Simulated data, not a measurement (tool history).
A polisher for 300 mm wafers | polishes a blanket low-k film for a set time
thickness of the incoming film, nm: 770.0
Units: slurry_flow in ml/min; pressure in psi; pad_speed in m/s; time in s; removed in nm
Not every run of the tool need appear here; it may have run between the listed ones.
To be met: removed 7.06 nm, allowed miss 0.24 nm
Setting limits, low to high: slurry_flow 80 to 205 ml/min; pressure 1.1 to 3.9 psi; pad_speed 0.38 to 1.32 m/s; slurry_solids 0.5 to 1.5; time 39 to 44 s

Run 1, hour 0: slurry_flow 135 ml/min, pressure 2.5 psi, pad_speed 0.84 m/s, slurry_solids 1, time 44 s. Result: removed 17.474 nm.
Run 2, hour 6.3: slurry_flow 155 ml/min, pressure 2.5 psi, pad_speed 0.84 m/s, slurry_solids 1, time 44 s. Result: removed 17.671 nm.
Run 3, hour 12.9: slurry_flow 155 ml/min, pressure 2.3 psi, pad_speed 0.78 m/s, slurry_solids 1, time 44 s. Result: removed 15.629 nm.
Run 4, hour 20.9: slurry_flow 155 ml/min, pressure 2.3 psi, pad_speed 0.78 m/s, slurry_solids 1, time 44 s. Result: removed 15.689 nm.
Run 5, hour 26.3: slurry_flow 155 ml/min, pressure 2.1 psi, pad_speed 0.72 m/s, slurry_solids 1, time 44 s. Result: removed 13.259 nm.
Run 6, hour 33.9: slurry_flow 150 ml/min, pressure 1.9 psi, pad_speed 0.7 m/s, slurry_solids 1, time 44 s. Result: removed 11.918 nm.
Run 7, hour 37.5: slurry_flow 145 ml/min, pressure 1.8 psi, pad_speed 0.68 m/s, slurry_solids 1, time 44 s. Result: removed 10.956 nm.
Run 8, hour 38.3: slurry_flow 140 ml/min, pressure 1.7 psi, pad_speed 0.66 m/s, slurry_solids 1, time 44 s. Result: removed 10.15 nm.
Run 9, hour 38.9: slurry_flow 135 ml/min, pressure 1.6 psi, pad_speed 0.66 m/s, slurry_solids 1, time 44 s. Result: removed 9.5307 nm.
Run 10, hour 43.5: slurry_flow 130 ml/min, pressure 1.5 psi, pad_speed 0.66 m/s, slurry_solids 1, time 44 s. Result: removed 8.8091 nm.
Run 11, hour 49: slurry_flow 125 ml/min, pressure 1.5 psi, pad_speed 0.66 m/s, slurry_solids 1, time 44 s. Result: removed 8.9845 nm.
Run 12, hour 55.9: slurry_flow 125 ml/min, pressure 1.1 psi, pad_speed 0.56 m/s, slurry_solids 1, time 44 s. Result: removed 5.8805 nm.
Run 13, hour 59.1: slurry_flow 125 ml/min, pressure 1.2 psi, pad_speed 0.56 m/s, slurry_solids 1, time 44 s. Result: removed 6.3834 nm.
Run 14, hour 67.5: slurry_flow 130 ml/min, pressure 1.2 psi, pad_speed 0.56 m/s, slurry_solids 1, time 44 s. Result: removed 6.5191 nm.

Of the 4 settings listed for the next run, only one would bring every result within its allowed miss of target. Which one?
Run A, hour 75.9: slurry_flow 155 ml/min, pressure 1.2 psi, pad_speed 0.5 m/s, slurry_solids 1.05, time 40 s. Result: removed ?.
Run B, hour 75.9: slurry_flow 115 ml/min, pressure 1.1 psi, pad_speed 0.62 m/s, slurry_solids 1.2, time 39 s. Result: removed ?.
Run C, hour 75.9: slurry_flow 150 ml/min, pressure 1.2 psi, pad_speed 0.62 m/s, slurry_solids 1, time 39 s. Result: removed ?.
Run D, hour 75.9: slurry_flow 170 ml/min, pressure 1.3 psi, pad_speed 0.7 m/s, slurry_solids 0.7, time 44 s. Result: removed ?.

move  removed
   A   5.6753
   B   6.0608
   C   6.3238
   D     7.08
A: the biggest miss grows against the last run
B: the biggest miss grows against the last run
C: the biggest miss grows against the last run
D: every result lands within tolerance
Answer: D
